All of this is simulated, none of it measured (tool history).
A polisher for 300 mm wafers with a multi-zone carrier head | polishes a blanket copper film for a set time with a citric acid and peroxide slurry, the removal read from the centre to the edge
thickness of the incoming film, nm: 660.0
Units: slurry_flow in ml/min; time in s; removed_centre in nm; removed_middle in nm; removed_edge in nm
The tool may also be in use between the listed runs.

Run 1, hour 0.0: slurry_flow 190 ml/min, centre_zone 1.00, middle_zone 1.00, edge_zone 1.00, slurry_solids 1.00, time 78 s. Result: removed_centre 184.00 nm, removed_middle 181.33 nm, removed_edge 184.92 nm.
Run 2, hour 3.0: slurry_flow 185 ml/min, centre_zone 1.02, middle_zone 0.96, edge_zone 0.96, slurry_solids 0.85, time 76 s. Result: removed_centre 176.05 nm, removed_middle 166.83 nm, removed_edge 175.28 nm.
Run 3, hour 4.2: slurry_flow 160 ml/min, centre_zone 1.02, middle_zone 0.96, edge_zone 0.96, slurry_solids 0.85, time 76 s. Result: removed_centre 173.29 nm, removed_middle 160.90 nm, removed_edge 173.21 nm.
Run 4, hour 12.2: slurry_flow 160 ml/min, centre_zone 1.02, middle_zone 0.96, edge_zone 0.96, slurry_solids 0.85, time 64 s. Result: removed_centre 142.42 nm, removed_middle 135.26 nm, removed_edge 145.52 nm.
Run 5, hour 18.2: slurry_flow 170 ml/min, centre_zone 1.05, middle_zone 0.95, edge_zone 0.95, slurry_solids 0.85, time 64 s. Result: removed_centre 147.57 nm, removed_middle 133.46 nm, removed_edge 147.02 nm.
Run 6, hour 18.8: slurry_flow 170 ml/min, centre_zone 1.05, middle_zone 0.95, edge_zone 0.95, slurry_solids 0.85, time 83 s. Result: removed_centre 195.43 nm, removed_middle 180.59 nm, removed_edge 187.84 nm.
Run 7, hour 19.9: slurry_flow 165 ml/min, centre_zone 1.08, middle_zone 0.94, edge_zone 0.92, slurry_solids 0.75, time 79 s. Result: removed_centre 187.04 nm, removed_middle 164.99 nm, removed_edge 174.48 nm.

Forecast run 8:
Run 8, hour 21.7: slurry_flow 165 ml/min, centre_zone 1.09, middle_zone 0.93, edge_zone 0.90, slurry_solids 0.70, time 76 s. Result: removed_centre ?, removed_middle ?, removed_edge ?.

{"run 8": {"removed_centre": 180.36, "removed_middle": 153.59, "removed_edge": 163.15}}

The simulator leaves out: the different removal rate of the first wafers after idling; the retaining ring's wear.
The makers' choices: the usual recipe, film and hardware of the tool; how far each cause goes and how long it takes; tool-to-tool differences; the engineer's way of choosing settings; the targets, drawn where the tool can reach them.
